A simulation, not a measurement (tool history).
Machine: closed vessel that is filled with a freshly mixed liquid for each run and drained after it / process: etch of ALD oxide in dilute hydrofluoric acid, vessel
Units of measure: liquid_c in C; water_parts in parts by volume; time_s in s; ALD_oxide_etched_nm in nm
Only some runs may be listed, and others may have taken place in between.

run	hour	liquid_c	water_parts	time_s	ALD_oxide_etched_nm
1	0.0	22.0	270	485	30.694
2	1.4	22.0	320	485	24.172
3	5.6	23.5	290	485	29.046
4	7.1	23.5	290	520	30.973
5	11.2	23.5	290	520	31.574
6	13.0	24.5	265	520	36.229
7	19.0	25.5	245	520	41.694
8	21.4	26.5	235	520	44.848
9	25.6	27.0	225	520	48.385
10	34.1	27.5	220	520	50.150
11	41.4	27.5	220	520	51.029
12	48.0	28.0	215	520	52.754

Run 13 is up next; what results do you expect?
13	50.9	28.5	210	520	?

Run 13 gave ALD_oxide_etched_nm 55.714 nm.

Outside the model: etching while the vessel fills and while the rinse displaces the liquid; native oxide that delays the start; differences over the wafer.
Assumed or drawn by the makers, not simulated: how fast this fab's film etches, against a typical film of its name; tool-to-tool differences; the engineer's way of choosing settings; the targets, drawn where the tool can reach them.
